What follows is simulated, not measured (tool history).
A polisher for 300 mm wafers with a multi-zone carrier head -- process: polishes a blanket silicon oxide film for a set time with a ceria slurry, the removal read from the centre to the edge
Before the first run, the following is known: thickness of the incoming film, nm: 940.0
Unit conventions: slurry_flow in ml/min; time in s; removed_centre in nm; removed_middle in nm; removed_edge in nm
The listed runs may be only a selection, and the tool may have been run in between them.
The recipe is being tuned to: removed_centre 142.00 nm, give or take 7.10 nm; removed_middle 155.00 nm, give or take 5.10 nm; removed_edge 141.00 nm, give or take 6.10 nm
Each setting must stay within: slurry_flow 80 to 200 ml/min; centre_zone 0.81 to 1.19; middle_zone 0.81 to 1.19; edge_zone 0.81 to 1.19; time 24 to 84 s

run  hour  slurry_flow  centre_zone  middle_zone  edge_zone  time  removed_centre  removed_middle  removed_edge
  1   0.0          130         1.00         1.00       1.00    54          207.69          205.42        207.95
  2   2.4          130         1.00         1.00       1.00    42          161.33          159.86        162.66
  3   8.9          120         0.99         1.02       0.96    41          153.69          153.74        155.00
  4  11.8          120         0.98         1.05       0.93    40          151.39          153.37        148.53
  5  19.5          120         0.96         1.07       0.92    40          148.63          158.27        149.01
  6  24.8          120         0.96         1.07       0.92    30          108.80          118.57        109.05
  7  30.9          120         0.98         1.09       0.95    33          119.31          132.29        125.56
  8  38.3          135         1.01         1.11       0.95    34          132.32          140.23        130.61
  9  45.4          135         1.01         1.11       0.95    34          134.70          142.71        128.61
 10  48.8          140         1.01         1.11       0.98    35          138.20          147.86        136.15
 11  56.2          145         1.01         1.11       0.99    35          140.64          148.44        136.63

Exactly one of the 5 candidate moves below puts every result within its allowed miss. Which one?
  A  63.6          165         1.06         1.13       0.95    33               ?               ?             ?
  B  63.6          185         1.15         1.14       0.82    34               ?               ?             ?
  C  63.6          100         1.05         1.17       1.01    38               ?               ?             ?
  D  63.6          110         1.05         1.04       1.04    37               ?               ?             ?
  E  63.6          125         0.89         0.98       0.93    42               ?               ?             ?

move  removed_centre  removed_middle  removed_edge
   A          143.06          144.91        130.15
   B          163.58          153.34        130.03
   C          141.77          151.94        140.20
   D          142.66          137.92        140.87
   E          142.54          154.37        157.99
A: lands further from the targets than the last run did
B: the worst result of the last run now meets its target, but another is out of spec
C: in spec on every target
D: lands further from the targets than the last run did
E: the worst result of the last run now meets its target, but another is out of spec
So the answer is move C, the one that meets all the targets.
